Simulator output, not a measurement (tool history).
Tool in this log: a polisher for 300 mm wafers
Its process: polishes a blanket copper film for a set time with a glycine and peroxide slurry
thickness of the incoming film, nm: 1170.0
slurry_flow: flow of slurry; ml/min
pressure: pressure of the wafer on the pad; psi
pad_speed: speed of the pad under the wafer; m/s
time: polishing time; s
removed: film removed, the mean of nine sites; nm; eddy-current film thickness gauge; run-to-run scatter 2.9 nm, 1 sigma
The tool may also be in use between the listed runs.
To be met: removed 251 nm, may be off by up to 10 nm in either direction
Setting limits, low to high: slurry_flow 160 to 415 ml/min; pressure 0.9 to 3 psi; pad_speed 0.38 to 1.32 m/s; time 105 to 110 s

run 1 hour=0 | slurry_flow=265 pressure=1.9 pad_speed=0.84 time=105 | removed=375.27
run 2 hour=0.8 | slurry_flow=265 pressure=2.4 pad_speed=0.84 time=105 | removed=443.05
run 3 hour=4.6 | slurry_flow=265 pressure=2.1 pad_speed=0.82 time=105 | removed=391.19
run 4 hour=9.3 | slurry_flow=265 pressure=1.8 pad_speed=0.82 time=105 | removed=349.01
run 5 hour=10.5 | slurry_flow=265 pressure=2.3 pad_speed=0.82 time=105 | removed=415.36
-- hour=12.8 slurry nozzle cleaned
run 6 hour=12.8 | slurry_flow=265 pressure=2.3 pad_speed=1.02 time=105 | removed=487.9
run 7 hour=17.1 | slurry_flow=260 pressure=2 pad_speed=0.96 time=105 | removed=427.19
run 8 hour=24.6 | slurry_flow=250 pressure=1.4 pad_speed=0.72 time=105 | removed=292.02
run 9 hour=32.2 | slurry_flow=250 pressure=1.3 pad_speed=0.72 time=105 | removed=276.52
run 10 hour=35.4 | slurry_flow=250 pressure=1.2 pad_speed=0.72 time=105 | removed=264.09

Next run, 5 choices. One meets every target within its allowed miss, the rest don't. Which?
run A hour=38.6 | slurry_flow=220 pressure=1.5 pad_speed=0.5 time=107 | removed=?
run B hour=38.6 | slurry_flow=250 pressure=1.4 pad_speed=0.7 time=108 | removed=?
run C hour=38.6 | slurry_flow=245 pressure=1.3 pad_speed=0.66 time=107 | removed=?
run D hour=38.6 | slurry_flow=160 pressure=1.3 pad_speed=0.82 time=105 | removed=?
run E hour=38.6 | slurry_flow=205 pressure=1.3 pad_speed=0.68 time=108 | removed=?

move=A removed=246.9
move=B removed=291.57
move=C removed=268.58
move=D removed=278.25
move=E removed=268.94
A: meets every target
B: moves away from the targets compared with the last run
C: moves away from the targets compared with the last run
D: moves away from the targets compared with the last run
E: moves away from the targets compared with the last run
The right move is A.
